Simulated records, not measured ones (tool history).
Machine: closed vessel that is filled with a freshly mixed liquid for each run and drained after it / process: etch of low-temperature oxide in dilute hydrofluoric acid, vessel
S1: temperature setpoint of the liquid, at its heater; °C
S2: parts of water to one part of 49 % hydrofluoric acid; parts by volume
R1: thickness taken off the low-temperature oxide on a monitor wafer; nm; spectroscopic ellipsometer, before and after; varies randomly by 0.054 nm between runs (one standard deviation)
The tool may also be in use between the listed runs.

{"run": 1, "hour": 0.0, "S1": 23.0, "S2": 265, "time in the liquid (s)": 455, "R1": 16.043}
{"run": 2, "hour": 4.4, "S1": 23.0, "S2": 315, "time in the liquid (s)": 455, "R1": 12.806}
{"run": 3, "hour": 9.8, "S1": 21.5, "S2": 330, "time in the liquid (s)": 455, "R1": 11.536}
{"run": 4, "hour": 14.1, "S1": 20.5, "S2": 345, "time in the liquid (s)": 455, "R1": 10.36}
{"run": 5, "hour": 22.3, "S1": 20.0, "S2": 355, "time in the liquid (s)": 455, "R1": 9.953}
{"run": 6, "hour": 27.8, "S1": 23.0, "S2": 355, "time in the liquid (s)": 455, "R1": 10.933}
{"run": 7, "hour": 30.7, "S1": 19.0, "S2": 390, "time in the liquid (s)": 455, "R1": 8.3508}

Estimate the outcome of run 8 from the log above:
{"run": 8, "hour": 32.0, "S1": 18.5, "S2": 390, "time in the liquid (s)": 455, "R1": "?"}

R1: 8.2628 nm
